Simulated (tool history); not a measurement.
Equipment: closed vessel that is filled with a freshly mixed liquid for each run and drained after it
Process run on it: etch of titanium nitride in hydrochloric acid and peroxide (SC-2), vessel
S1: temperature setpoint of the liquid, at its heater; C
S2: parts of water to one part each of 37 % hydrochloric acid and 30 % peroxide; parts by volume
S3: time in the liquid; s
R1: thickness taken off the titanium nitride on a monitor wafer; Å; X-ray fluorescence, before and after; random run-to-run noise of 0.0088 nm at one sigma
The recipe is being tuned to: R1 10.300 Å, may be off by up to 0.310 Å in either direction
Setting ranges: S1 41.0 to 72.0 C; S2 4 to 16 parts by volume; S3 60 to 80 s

run	hour	S1	S2	S3	R1
1	0.0	57.0	9	80	19.544
2	7.1	60.5	9	80	24.317
3	10.1	60.5	7	80	29.291
4	10.6	63.0	7	80	34.880
5	18.5	57.0	7	80	23.962
6	23.3	63.5	7	80	35.759
7	28.1	57.5	7	80	24.666
8	31.6	53.0	7	80	18.348
9	32.3	50.0	7	80	14.984
# hour 37.4: thermometer replaced
10	37.4	48.0	7	80	15.289
11	41.4	46.0	7	80	13.605
12	45.1	44.5	7	80	12.306

Which of these 4 next moves meets every target?
A	48.8	43.5	8	80	?
B	48.8	48.0	7	60	?
C	48.8	47.5	8	80	?
D	48.8	45.0	5	80	?

move	R1
A	10.220
B	11.590
C	13.445
D	16.195
A: in spec on every target
B: an improvement on the last run, though not all results are within tolerance
C: further off than the last run
D: further off than the last run
Answer: A

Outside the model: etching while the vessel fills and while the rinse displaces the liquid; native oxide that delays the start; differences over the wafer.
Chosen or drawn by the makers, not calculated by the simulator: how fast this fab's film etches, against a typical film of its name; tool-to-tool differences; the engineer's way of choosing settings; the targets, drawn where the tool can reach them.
